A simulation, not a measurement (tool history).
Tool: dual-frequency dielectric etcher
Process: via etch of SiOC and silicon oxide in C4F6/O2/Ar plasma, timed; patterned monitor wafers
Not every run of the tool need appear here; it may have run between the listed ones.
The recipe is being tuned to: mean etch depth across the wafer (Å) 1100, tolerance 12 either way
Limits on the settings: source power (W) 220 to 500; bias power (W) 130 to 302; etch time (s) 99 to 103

run	hour	source power (W)	bias power (W)	etch time (s)	mean etch depth across the wafer (Å)
1	0	360	216	99	998.89
2	7.5	380	217	99	1012
3	16.5	380	217	103	1055.1
4	22.2	390	218	103	1058.5
5	24	390	188	103	1009
6	25.2	390	208	103	1047.1
7	31.3	400	209	103	1057.2
8	39.8	410	210	103	1058.7
9	45.4	420	211	103	1068.9
10	53.9	430	212	103	1072.5
11	59.1	440	213	103	1087.1

Below are 5 possible settings for the next run. Only one of them brings all results inside the allowed miss of their targets. Which is it?
A	64.3	430	240	99	?
B	64.3	420	221	101.5	?
C	64.3	460	217	103	?
D	64.3	450	223	99.5	?
E	64.3	460	212	101	?

move	mean etch depth across the wafer (Å)
A	1078.6
B	1068.8
C	1101.6
D	1068.4
E	1071.6
A: moves away from the targets compared with the last run
B: moves away from the targets compared with the last run
C: every result within its allowed miss
D: moves away from the targets compared with the last run
E: moves away from the targets compared with the last run
The right move is C.

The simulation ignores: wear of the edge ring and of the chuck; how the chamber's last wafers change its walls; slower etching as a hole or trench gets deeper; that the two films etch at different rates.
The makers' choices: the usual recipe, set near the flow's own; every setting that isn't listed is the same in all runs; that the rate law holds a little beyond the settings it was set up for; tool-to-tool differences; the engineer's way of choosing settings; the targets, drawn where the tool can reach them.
